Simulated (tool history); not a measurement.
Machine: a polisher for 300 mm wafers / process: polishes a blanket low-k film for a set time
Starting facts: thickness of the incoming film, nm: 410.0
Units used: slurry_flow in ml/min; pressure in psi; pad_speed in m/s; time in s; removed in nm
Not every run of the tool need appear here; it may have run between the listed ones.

run 1 hour=0 | slurry_flow=195 pressure=1.7 pad_speed=0.88 slurry_solids=1 time=57 | removed=20.543
run 2 hour=4.9 | slurry_flow=195 pressure=1.6 pad_speed=0.88 slurry_solids=1 time=57 | removed=20.071
run 3 hour=9 | slurry_flow=240 pressure=1.6 pad_speed=0.88 slurry_solids=1 time=57 | removed=20.314
run 4 hour=11.3 | slurry_flow=220 pressure=1.6 pad_speed=0.88 slurry_solids=1 time=57 | removed=20.733
run 5 hour=11.9 | slurry_flow=220 pressure=1.6 pad_speed=0.88 slurry_solids=1 time=57 | removed=20.194
run 6 hour=12.4 | slurry_flow=220 pressure=1.4 pad_speed=0.88 slurry_solids=1 time=57 | removed=18.251
run 7 hour=17.9 | slurry_flow=220 pressure=1.3 pad_speed=0.88 slurry_solids=1 time=57 | removed=17.362

What will run 8 give?
run 8 hour=24 | slurry_flow=220 pressure=1.2 pad_speed=0.88 slurry_solids=1 time=57 | removed=?

Run 8 produced removed 16.808 nm.
